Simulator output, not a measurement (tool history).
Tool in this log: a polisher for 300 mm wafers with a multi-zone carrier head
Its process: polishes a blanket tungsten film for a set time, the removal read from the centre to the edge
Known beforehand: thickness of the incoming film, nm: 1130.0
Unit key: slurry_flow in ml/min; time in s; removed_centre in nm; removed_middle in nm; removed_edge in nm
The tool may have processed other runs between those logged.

run 1 hour=0.0 | slurry_flow=170 centre_zone=1.00 middle_zone=1.00 edge_zone=1.00 slurry_solids=1.00 time=31 | removed_centre=113.94 removed_middle=112.44 removed_edge=118.54
run 2 hour=5.8 | slurry_flow=170 centre_zone=1.00 middle_zone=1.00 edge_zone=1.00 slurry_solids=0.90 time=31 | removed_centre=111.62 removed_middle=112.40 removed_edge=113.48
run 3 hour=9.4 | slurry_flow=185 centre_zone=1.04 middle_zone=1.01 edge_zone=1.03 slurry_solids=0.95 time=31 | removed_centre=119.32 removed_middle=117.56 removed_edge=119.46
run 4 hour=13.5 | slurry_flow=185 centre_zone=1.04 middle_zone=1.01 edge_zone=1.03 slurry_solids=1.10 time=31 | removed_centre=125.32 removed_middle=119.39 removed_edge=125.74
run 5 hour=19.0 | slurry_flow=185 centre_zone=1.04 middle_zone=1.01 edge_zone=0.98 slurry_solids=1.10 time=31 | removed_centre=124.31 removed_middle=121.34 removed_edge=120.22
-- hour=26.5 edge zone pressure recalibrated
run 6 hour=26.5 | slurry_flow=195 centre_zone=1.06 middle_zone=1.00 edge_zone=1.01 slurry_solids=1.10 time=31 | removed_centre=126.01 removed_middle=118.92 removed_edge=117.61

Predict the results of run 7:
run 7 hour=29.7 | slurry_flow=190 centre_zone=1.09 middle_zone=1.01 edge_zone=1.04 slurry_solids=1.15 time=31 | removed_centre=? removed_middle=? removed_edge=?

removed_centre: 132.42 nm
removed_middle: 122.07 nm
removed_edge: 118.78 nm
